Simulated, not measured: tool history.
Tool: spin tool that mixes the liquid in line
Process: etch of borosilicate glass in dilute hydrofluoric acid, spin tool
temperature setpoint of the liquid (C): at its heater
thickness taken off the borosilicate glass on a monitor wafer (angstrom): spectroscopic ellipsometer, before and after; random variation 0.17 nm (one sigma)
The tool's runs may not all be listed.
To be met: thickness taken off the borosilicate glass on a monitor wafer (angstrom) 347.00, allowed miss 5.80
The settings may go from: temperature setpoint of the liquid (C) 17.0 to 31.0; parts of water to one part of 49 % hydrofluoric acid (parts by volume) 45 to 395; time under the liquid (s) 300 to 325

run	hour	temperature setpoint of the liquid (C)	parts of water to one part of 49 % hydrofluoric acid (parts by volume)	time under the liquid (s)	thickness taken off the borosilicate glass on a monitor wafer (angstrom)
1	0.0	23.0	220	300	322.15
2	4.1	23.0	145	300	534.67
3	7.8	23.0	145	325	575.43
4	9.1	22.0	150	325	527.15
5	14.8	18.5	150	325	462.12
6	21.5	18.5	155	325	444.93
7	27.4	18.5	160	325	429.66
# hour 29.5: hydrofluoric acid flow meter replaced
8	29.5	18.5	165	325	391.70
9	38.2	17.5	170	325	362.10
10	43.8	17.0	170	325	358.60

4 next moves are on the table. One of them brings every result within its allowed miss. Which?
A	49.4	17.5	165	325	?
B	49.4	18.0	160	310	?
C	49.4	18.0	180	325	?
D	49.4	17.5	160	325	?

move	thickness taken off the borosilicate glass on a monitor wafer (angstrom)
A	373.24
B	376.45
C	344.08
D	386.76
A: further off than the last run
B: further off than the last run
C: meets every target
D: further off than the last run
Move C is the one to make.

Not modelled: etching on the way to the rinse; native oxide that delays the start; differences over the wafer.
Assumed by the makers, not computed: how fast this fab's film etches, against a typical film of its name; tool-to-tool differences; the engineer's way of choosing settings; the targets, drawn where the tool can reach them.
